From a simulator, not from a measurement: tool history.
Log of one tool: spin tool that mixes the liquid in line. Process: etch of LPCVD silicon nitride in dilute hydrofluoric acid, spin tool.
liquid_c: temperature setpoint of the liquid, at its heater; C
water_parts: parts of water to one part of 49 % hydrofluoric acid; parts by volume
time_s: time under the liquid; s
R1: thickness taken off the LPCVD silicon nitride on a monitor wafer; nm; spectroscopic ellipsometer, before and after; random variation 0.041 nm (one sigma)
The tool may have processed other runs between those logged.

{"run": 1, "hour": 0.0, "liquid_c": 20, "water_parts": 55, "time_s": 305, "R1": 2.2701}
{"run": 2, "hour": 2.4, "liquid_c": 18.5, "water_parts": 55, "time_s": 305, "R1": 2.112}
{"run": 3, "hour": 8.4, "liquid_c": 18.5, "water_parts": 55, "time_s": 305, "R1": 2.0971}
{"run": 4, "hour": 14.1, "liquid_c": 18.5, "water_parts": 45, "time_s": 305, "R1": 2.4658}
{"run": 5, "hour": 19.4, "liquid_c": 18, "water_parts": 50, "time_s": 305, "R1": 2.2356}
{"run": 6, "hour": 23.8, "liquid_c": 21.5, "water_parts": 50, "time_s": 305, "R1": 2.8431}
{"run": 7, "hour": 32.7, "liquid_c": 20.5, "water_parts": 55, "time_s": 305, "R1": 2.4999}
{"run": 8, "hour": 34.2, "liquid_c": 19.5, "water_parts": 55, "time_s": 305, "R1": 2.1716}

Run 9 is up next; what results do you expect?
{"run": 9, "hour": 38.2, "liquid_c": 19, "water_parts": 55, "time_s": 305, "R1": "?"}

Run 9 came out at R1 2.2269 nm.
